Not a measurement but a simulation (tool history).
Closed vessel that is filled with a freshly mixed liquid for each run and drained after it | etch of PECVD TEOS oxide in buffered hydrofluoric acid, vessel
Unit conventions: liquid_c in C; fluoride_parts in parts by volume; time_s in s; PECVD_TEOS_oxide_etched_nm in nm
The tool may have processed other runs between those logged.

{"run": 1, "hour": 0.0, "liquid_c": 22.0, "fluoride_parts": 20.5, "time_s": 30, "PECVD_TEOS_oxide_etched_nm": 22.839}
{"run": 2, "hour": 1.8, "liquid_c": 23.5, "fluoride_parts": 20.5, "time_s": 30, "PECVD_TEOS_oxide_etched_nm": 24.727}
{"run": 3, "hour": 10.6, "liquid_c": 22.5, "fluoride_parts": 20.5, "time_s": 30, "PECVD_TEOS_oxide_etched_nm": 23.271}
{"run": 4, "hour": 19.9, "liquid_c": 22.5, "fluoride_parts": 23.0, "time_s": 30, "PECVD_TEOS_oxide_etched_nm": 21.409}
{"run": 5, "hour": 27.0, "liquid_c": 22.5, "fluoride_parts": 25.0, "time_s": 30, "PECVD_TEOS_oxide_etched_nm": 20.2}
{"run": 6, "hour": 34.0, "liquid_c": 22.0, "fluoride_parts": 25.0, "time_s": 30, "PECVD_TEOS_oxide_etched_nm": 19.924}
{"run": 7, "hour": 42.0, "liquid_c": 21.5, "fluoride_parts": 25.0, "time_s": 30, "PECVD_TEOS_oxide_etched_nm": 19.344}

For run 8, what comes out?
{"run": 8, "hour": 44.8, "liquid_c": 21.0, "fluoride_parts": 25.0, "time_s": 30, "PECVD_TEOS_oxide_etched_nm": "?"}

PECVD_TEOS_oxide_etched_nm: 18.806 nm
